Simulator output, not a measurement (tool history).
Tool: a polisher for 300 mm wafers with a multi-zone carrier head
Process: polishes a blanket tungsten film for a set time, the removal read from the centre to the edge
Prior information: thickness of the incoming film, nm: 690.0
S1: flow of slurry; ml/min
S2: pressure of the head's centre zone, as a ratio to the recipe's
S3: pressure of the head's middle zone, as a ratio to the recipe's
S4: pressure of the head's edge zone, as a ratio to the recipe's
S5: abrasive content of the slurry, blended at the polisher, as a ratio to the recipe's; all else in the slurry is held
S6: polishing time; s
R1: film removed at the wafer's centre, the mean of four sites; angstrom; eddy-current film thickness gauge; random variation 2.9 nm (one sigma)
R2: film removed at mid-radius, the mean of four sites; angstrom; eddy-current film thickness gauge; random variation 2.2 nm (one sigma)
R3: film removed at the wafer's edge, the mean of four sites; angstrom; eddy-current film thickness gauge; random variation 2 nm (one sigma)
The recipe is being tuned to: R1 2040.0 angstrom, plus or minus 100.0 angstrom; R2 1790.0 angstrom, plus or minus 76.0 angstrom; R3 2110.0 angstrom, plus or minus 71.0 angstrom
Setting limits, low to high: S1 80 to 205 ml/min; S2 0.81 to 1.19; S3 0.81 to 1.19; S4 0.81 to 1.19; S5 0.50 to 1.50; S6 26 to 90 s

run 1 day=0.000 | S1=135 S2=1.00 S3=1.00 S4=1.00 S5=1.00 S6=58 | R1=2379.5 R2=2509.0 R3=2531.3
run 2 day=0.346 | S1=135 S2=1.00 S3=1.00 S4=1.00 S5=1.15 S6=58 | R1=2482.8 R2=2571.4 R3=2545.1
run 3 day=0.425 | S1=135 S2=0.91 S3=1.00 S4=1.00 S5=1.15 S6=58 | R1=2262.5 R2=2574.1 R3=2607.3
run 4 day=0.746 | S1=130 S2=0.93 S3=0.97 S4=0.99 S5=1.10 S6=57 | R1=2259.1 R2=2447.9 R3=2472.5
run 5 day=1.071 | S1=125 S2=0.94 S3=0.95 S4=1.00 S5=1.05 S6=56 | R1=2197.0 R2=2273.7 R3=2397.6
run 6 day=1.254 | S1=125 S2=0.87 S3=0.95 S4=1.00 S5=1.05 S6=56 | R1=2075.2 R2=2312.3 R3=2446.1
run 7 day=1.454 | S1=120 S2=0.88 S3=0.93 S4=1.00 S5=1.00 S6=56 | R1=2002.8 R2=2141.6 R3=2342.3
run 8 day=1.771 | S1=115 S2=0.89 S3=0.92 S4=1.00 S5=1.00 S6=56 | R1=2007.0 R2=2191.3 R3=2378.1
run 9 day=2.075 | S1=115 S2=0.91 S3=0.90 S4=1.00 S5=0.95 S6=56 | R1=2050.7 R2=2125.3 R3=2308.1
run 10 day=2.346 | S1=115 S2=0.91 S3=0.90 S4=1.00 S5=0.95 S6=56 | R1=2033.6 R2=2128.7 R3=2326.5
run 11 day=2.642 | S1=90 S2=1.01 S3=0.81 S4=0.96 S5=0.75 S6=55 | R1=1970.2 R2=1705.0 R3=2047.0

Which of these 4 next moves meets every target?
run A day=2.938 | S1=80 S2=0.89 S3=0.81 S4=1.02 S5=0.90 S6=58 | R1=? R2=? R3=?
run B day=2.938 | S1=80 S2=1.04 S3=0.84 S4=1.11 S5=0.85 S6=58 | R1=? R2=? R3=?
run C day=2.938 | S1=90 S2=0.94 S3=0.84 S4=0.99 S5=0.70 S6=57 | R1=? R2=? R3=?
run D day=2.938 | S1=115 S2=1.00 S3=0.81 S4=0.96 S5=0.55 S6=58 | R1=? R2=? R3=?

move=A R1=1737.1 R2=1789.4 R3=2218.0
move=B R1=2006.9 R2=1808.2 R3=2283.2
move=C R1=1804.7 R2=1787.3 R3=2095.5
move=D R1=2035.2 R2=1826.1 R3=2107.3
A: meets the target for the result that was furthest off, but another lies outside its allowed miss
B: meets the target for the result that was furthest off, but another lies outside its allowed miss
C: meets the target for the result that was furthest off, but another lies outside its allowed miss
D: every result lands within tolerance
D is the move that brings every result within its allowed miss.
